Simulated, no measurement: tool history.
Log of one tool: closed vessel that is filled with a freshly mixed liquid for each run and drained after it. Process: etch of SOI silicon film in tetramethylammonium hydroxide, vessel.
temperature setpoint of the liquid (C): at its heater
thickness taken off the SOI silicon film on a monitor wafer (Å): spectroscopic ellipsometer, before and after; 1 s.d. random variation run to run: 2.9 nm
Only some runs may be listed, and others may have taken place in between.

run  hour  temperature setpoint of the liquid (C)  concentration of hydroxide in the mixed liquid (% by weight)  time in the liquid (s)  thickness taken off the SOI silicon film on a monitor wafer (Å)
  1     0                                      64                                                           8.5                     100                                                             4632
  2   3.3                                      64                                                             7                     100                                                           4886.1
  3   9.5                                    65.5                                                             7                     100                                                           5353.8
  4  16.3                                    66.5                                                             7                     100                                                           5662.2
  5  25.2                                      62                                                             7                     100                                                           4331.2
  6    31                                    66.5                                                             7                     100                                                           5631.7
  7  37.5                                    67.5                                                             7                     100                                                           6015.7

Run 8 comes next. What will it give?
  8  39.2                                    68.5                                                             7                     100                                                                ?

thickness taken off the SOI silicon film on a monitor wafer (Å): 6438.6
